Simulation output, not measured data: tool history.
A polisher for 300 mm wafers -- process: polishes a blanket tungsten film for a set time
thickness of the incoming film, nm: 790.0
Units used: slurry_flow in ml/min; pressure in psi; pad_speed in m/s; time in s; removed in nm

{"run": 1, "hour": 0.0, "slurry_flow": 260, "pressure": 4.0, "pad_speed": 1.08, "slurry_solids": 1.0, "time": 34, "removed": 180.95}
{"run": 2, "hour": 8.8, "slurry_flow": 260, "pressure": 4.0, "pad_speed": 1.08, "slurry_solids": 1.2, "time": 34, "removed": 190.6}
{"run": 3, "hour": 16.8, "slurry_flow": 265, "pressure": 4.6, "pad_speed": 1.08, "slurry_solids": 1.2, "time": 34, "removed": 213.26}
{"run": 4, "hour": 21.0, "slurry_flow": 325, "pressure": 4.6, "pad_speed": 1.08, "slurry_solids": 1.2, "time": 34, "removed": 216.54}
{"run": 5, "hour": 26.9, "slurry_flow": 360, "pressure": 4.6, "pad_speed": 1.08, "slurry_solids": 1.2, "time": 34, "removed": 220.0}
{"run": 6, "hour": 28.4, "slurry_flow": 360, "pressure": 4.6, "pad_speed": 1.08, "slurry_solids": 1.2, "time": 34, "removed": 221.88}
{"run": 7, "hour": 30.1, "slurry_flow": 360, "pressure": 5.0, "pad_speed": 1.08, "slurry_solids": 1.2, "time": 34, "removed": 237.83}
{"run": 8, "hour": 36.7, "slurry_flow": 360, "pressure": 5.4, "pad_speed": 1.08, "slurry_solids": 1.2, "time": 34, "removed": 256.72}

Run 9 comes next. What will it give?
{"run": 9, "hour": 43.0, "slurry_flow": 360, "pressure": 5.6, "pad_speed": 1.08, "slurry_solids": 1.2, "time": 34, "removed": "?"}

For run 9 the tool returned removed 266.08 nm.

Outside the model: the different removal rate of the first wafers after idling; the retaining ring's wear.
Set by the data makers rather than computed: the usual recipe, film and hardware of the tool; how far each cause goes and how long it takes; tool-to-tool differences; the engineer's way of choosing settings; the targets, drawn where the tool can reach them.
